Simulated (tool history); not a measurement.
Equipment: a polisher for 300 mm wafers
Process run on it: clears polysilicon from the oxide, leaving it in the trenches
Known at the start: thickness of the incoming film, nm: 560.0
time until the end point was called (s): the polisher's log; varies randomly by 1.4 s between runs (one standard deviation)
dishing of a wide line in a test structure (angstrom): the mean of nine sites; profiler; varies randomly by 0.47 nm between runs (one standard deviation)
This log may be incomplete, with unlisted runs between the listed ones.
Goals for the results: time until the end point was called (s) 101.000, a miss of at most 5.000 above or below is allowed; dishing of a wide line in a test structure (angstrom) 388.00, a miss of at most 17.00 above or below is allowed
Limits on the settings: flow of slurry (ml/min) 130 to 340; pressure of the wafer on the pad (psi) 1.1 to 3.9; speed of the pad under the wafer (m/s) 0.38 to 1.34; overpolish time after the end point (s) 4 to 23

run  hour  flow of slurry (ml/min)  pressure of the wafer on the pad (psi)  speed of the pad under the wafer (m/s)  overpolish time after the end point (s)  time until the end point was called (s)  dishing of a wide line in a test structure (angstrom)
  1   0.0                      220                                     2.5                                    0.86                                       12                                   68.147                                                 526.61
  2   1.8                      220                                     2.5                                    0.86                                        8                                   69.326                                                 420.57
  3   5.6                      220                                     2.5                                    0.86                                       12                                   70.504                                                 525.34
  4  11.8                      220                                     2.5                                    0.86                                       15                                   68.255                                                 568.87
  5  14.5                      220                                     2.2                                    0.86                                       13                                   75.036                                                 520.60
  6  23.2                      220                                     2.6                                    0.86                                       13                                   67.467                                                 559.48
  7  24.8                      220                                     2.2                                    0.86                                       13                                   75.856                                                 517.98
  8  27.2                      220                                     2.0                                    0.86                                       12                                   81.704                                                 477.18
  9  34.2                      220                                     1.4                                    0.86                                        9                                  108.950                                                 336.98
 10  38.3                      220                                     1.6                                    0.84                                       11                                  103.830                                                 405.63

Which of these 5 next moves meets every target?
  A  42.4                      205                                     1.4                                    0.94                                       10                                        ?                                                      ?
  B  42.4                      210                                     1.8                                    0.78                                       12                                        ?                                                      ?
  C  42.4                      215                                     1.8                                    0.78                                       11                                        ?                                                      ?
  D  42.4                      205                                     1.7                                    0.76                                       13                                        ?                                                      ?
  E  42.4                      260                                     1.4                                    0.92                                       11                                        ?                                                      ?

move  time until the end point was called (s)  dishing of a wide line in a test structure (angstrom)
   A                                  102.330                                                 386.61
   B                                   99.592                                                 437.75
   C                                   99.269                                                 417.25
   D                                  107.050                                                 439.65
   E                                  101.300                                                 412.30
A: every result within its allowed miss
B: further off than the last run
C: further off than the last run
D: further off than the last run
E: further off than the last run
So the answer is move A, the one that meets all the targets.

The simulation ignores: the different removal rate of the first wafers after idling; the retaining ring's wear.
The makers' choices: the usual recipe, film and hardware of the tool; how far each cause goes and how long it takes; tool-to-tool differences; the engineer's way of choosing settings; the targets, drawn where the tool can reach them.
